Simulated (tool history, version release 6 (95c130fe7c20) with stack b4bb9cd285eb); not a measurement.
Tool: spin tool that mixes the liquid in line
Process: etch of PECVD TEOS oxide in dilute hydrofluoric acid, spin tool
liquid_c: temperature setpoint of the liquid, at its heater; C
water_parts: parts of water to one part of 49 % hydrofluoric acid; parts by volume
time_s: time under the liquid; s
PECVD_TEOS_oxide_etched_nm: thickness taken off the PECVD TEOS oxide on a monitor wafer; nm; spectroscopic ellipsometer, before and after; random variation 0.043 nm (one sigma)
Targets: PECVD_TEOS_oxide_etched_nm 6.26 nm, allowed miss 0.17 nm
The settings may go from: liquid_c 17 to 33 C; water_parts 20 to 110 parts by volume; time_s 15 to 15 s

Run 1, hour 0: liquid_c 25 C, water_parts 60 parts by volume, time_s 15 s. Result: PECVD_TEOS_oxide_etched_nm 2.5969 nm.
Run 2, hour 2.2: liquid_c 27 C, water_parts 60 parts by volume, time_s 15 s. Result: PECVD_TEOS_oxide_etched_nm 2.7796 nm.
Run 3, hour 3.2: liquid_c 24.5 C, water_parts 60 parts by volume, time_s 15 s. Result: PECVD_TEOS_oxide_etched_nm 2.5156 nm.
Run 4, hour 4.1: liquid_c 27 C, water_parts 50 parts by volume, time_s 15 s. Result: PECVD_TEOS_oxide_etched_nm 3.4235 nm.
Run 5, hour 6.6: liquid_c 23.5 C, water_parts 50 parts by volume, time_s 15 s. Result: PECVD_TEOS_oxide_etched_nm 2.9599 nm.
Run 6, hour 10: liquid_c 23.5 C, water_parts 50 parts by volume, time_s 15 s. Result: PECVD_TEOS_oxide_etched_nm 2.9668 nm.
Run 7, hour 17.2: liquid_c 26.5 C, water_parts 45 parts by volume, time_s 15 s. Result: PECVD_TEOS_oxide_etched_nm 3.6971 nm.
Run 8, hour 19.3: liquid_c 30.5 C, water_parts 25 parts by volume, time_s 15 s. Result: PECVD_TEOS_oxide_etched_nm 8.0855 nm.
Run 9, hour 22.5: liquid_c 30.5 C, water_parts 25 parts by volume, time_s 15 s. Result: PECVD_TEOS_oxide_etched_nm 8.1357 nm.
Run 10, hour 27: liquid_c 29 C, water_parts 25 parts by volume, time_s 15 s. Result: PECVD_TEOS_oxide_etched_nm 7.6169 nm.
Run 11, hour 31.3: liquid_c 28 C, water_parts 25 parts by volume, time_s 15 s. Result: PECVD_TEOS_oxide_etched_nm 7.3737 nm.
Run 12, hour 36.8: liquid_c 27 C, water_parts 25 parts by volume, time_s 15 s. Result: PECVD_TEOS_oxide_etched_nm 7.1817 nm.
Run 13, hour 38.9: liquid_c 23 C, water_parts 25 parts by volume, time_s 15 s. Result: PECVD_TEOS_oxide_etched_nm 5.9644 nm.

5 next moves are on the table. One of them brings every result within its allowed miss. Which?
Run A, hour 41: liquid_c 21.5 C, water_parts 25 parts by volume, time_s 15 s. Result: PECVD_TEOS_oxide_etched_nm ?.
Run B, hour 41: liquid_c 22.5 C, water_parts 25 parts by volume, time_s 15 s. Result: PECVD_TEOS_oxide_etched_nm ?.
Run C, hour 41: liquid_c 25.5 C, water_parts 30 parts by volume, time_s 15 s. Result: PECVD_TEOS_oxide_etched_nm ?.
Run D, hour 41: liquid_c 22 C, water_parts 25 parts by volume, time_s 15 s. Result: PECVD_TEOS_oxide_etched_nm ?.
Run E, hour 41: liquid_c 24 C, water_parts 25 parts by volume, time_s 15 s. Result: PECVD_TEOS_oxide_etched_nm ?.

move  PECVD_TEOS_oxide_etched_nm
   A                      5.6276
   B                      5.8728
   C                      5.5128
   D                      5.7491
   E                      6.2571
A: further off than the last run
B: further off than the last run
C: further off than the last run
D: further off than the last run
E: meets every target
Answer: E
